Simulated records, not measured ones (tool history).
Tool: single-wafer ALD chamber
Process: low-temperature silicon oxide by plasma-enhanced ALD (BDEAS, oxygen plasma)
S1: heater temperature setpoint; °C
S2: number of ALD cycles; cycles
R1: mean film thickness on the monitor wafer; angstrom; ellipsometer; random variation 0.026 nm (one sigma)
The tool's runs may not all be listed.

Run 1, hour 0: S1 105 °C, S2 57 cycles. Result: R1 78.785 angstrom.
Run 2, hour 7: S1 106 °C, S2 55 cycles. Result: R1 75.775 angstrom.
Run 3, hour 15.9: S1 106 °C, S2 53 cycles. Result: R1 72.303 angstrom.
Run 4, hour 19.7: S1 106 °C, S2 60 cycles. Result: R1 81.941 angstrom.
Run 5, hour 24.2: S1 98 °C, S2 60 cycles. Result: R1 84.298 angstrom.
Run 6, hour 33: S1 100 °C, S2 57 cycles. Result: R1 79.232 angstrom.

Forecast run 7:
At hour 39.1: thermocouple changed; heater temperature recalibrated.
Run 7, hour 39.1: S1 101 °C, S2 54 cycles. Result: R1 ?.

{"run 7": {"R1": 73.809}}

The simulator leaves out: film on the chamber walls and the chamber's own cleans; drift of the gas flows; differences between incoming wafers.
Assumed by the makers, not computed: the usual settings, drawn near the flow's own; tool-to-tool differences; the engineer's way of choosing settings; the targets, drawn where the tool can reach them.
